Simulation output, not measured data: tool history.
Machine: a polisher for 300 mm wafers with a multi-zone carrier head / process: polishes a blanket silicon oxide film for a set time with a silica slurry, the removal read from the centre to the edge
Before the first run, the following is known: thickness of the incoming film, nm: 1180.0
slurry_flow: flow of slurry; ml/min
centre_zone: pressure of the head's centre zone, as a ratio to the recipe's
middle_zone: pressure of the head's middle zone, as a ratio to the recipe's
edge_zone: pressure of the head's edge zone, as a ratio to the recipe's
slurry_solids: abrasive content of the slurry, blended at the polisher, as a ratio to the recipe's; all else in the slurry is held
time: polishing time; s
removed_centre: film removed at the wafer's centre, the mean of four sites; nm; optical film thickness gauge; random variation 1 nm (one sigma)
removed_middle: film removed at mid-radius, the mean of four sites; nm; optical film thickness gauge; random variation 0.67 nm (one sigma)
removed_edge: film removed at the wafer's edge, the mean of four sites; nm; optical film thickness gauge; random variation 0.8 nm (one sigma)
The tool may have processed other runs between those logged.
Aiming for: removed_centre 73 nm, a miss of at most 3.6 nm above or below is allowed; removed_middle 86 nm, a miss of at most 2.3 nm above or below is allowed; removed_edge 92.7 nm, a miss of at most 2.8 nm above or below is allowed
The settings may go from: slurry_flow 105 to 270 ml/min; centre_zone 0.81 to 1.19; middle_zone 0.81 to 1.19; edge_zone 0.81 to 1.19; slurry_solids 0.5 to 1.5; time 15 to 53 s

run	hour	slurry_flow	centre_zone	middle_zone	edge_zone	slurry_solids	time	removed_centre	removed_middle	removed_edge
1	0	175	1	1	1	1	34	115.48	119.94	117.69
2	4.4	205	1	1	1	1	34	119	121.32	119.7
3	8.8	205	1	1.06	1	1	34	120.93	127.78	118.28
4	9.9	205	1	1.06	1	0.9	34	112.86	121.24	113.99
5	13.5	205	1	0.98	1	0.9	34	109.85	112.86	113.46
6	16.7	205	1	0.94	1	0.9	34	112.35	108.24	112.02
7	22.5	190	0.95	0.92	0.99	0.85	34	104.6	103.49	107.49
8	25.5	175	0.91	0.93	1.03	0.75	34	89.993	95.508	102.04
9	27	165	0.88	0.93	1.03	0.7	34	81.35	89.05	97.124

Below are 5 possible settings for the next run. Only one of them brings all results inside the allowed miss of their targets. Which is it?
A	28.5	105	0.81	0.98	1.15	0.55	42	?	?	?
B	28.5	205	0.87	0.86	1.19	0.5	41	?	?	?
C	28.5	225	1.03	0.86	1.05	0.85	29	?	?	?
D	28.5	110	0.86	0.97	1.08	0.8	30	?	?	?
E	28.5	140	0.81	0.9	1.03	0.65	37	?	?	?

move	removed_centre	removed_middle	removed_edge
A	72.919	91.642	102.73
B	77.725	80.653	100.43
C	96.065	83.929	97.863
D	72.41	84.845	92.764
E	76.064	88.62	99.886
A: meets the target for the result that was furthest off, but another lies outside its allowed miss
B: misses by more than the last run did
C: misses by more than the last run did
D: each result inside its tolerance
E: meets the target for the result that was furthest off, but another lies outside its allowed miss
Correct choice: D, which meets every target

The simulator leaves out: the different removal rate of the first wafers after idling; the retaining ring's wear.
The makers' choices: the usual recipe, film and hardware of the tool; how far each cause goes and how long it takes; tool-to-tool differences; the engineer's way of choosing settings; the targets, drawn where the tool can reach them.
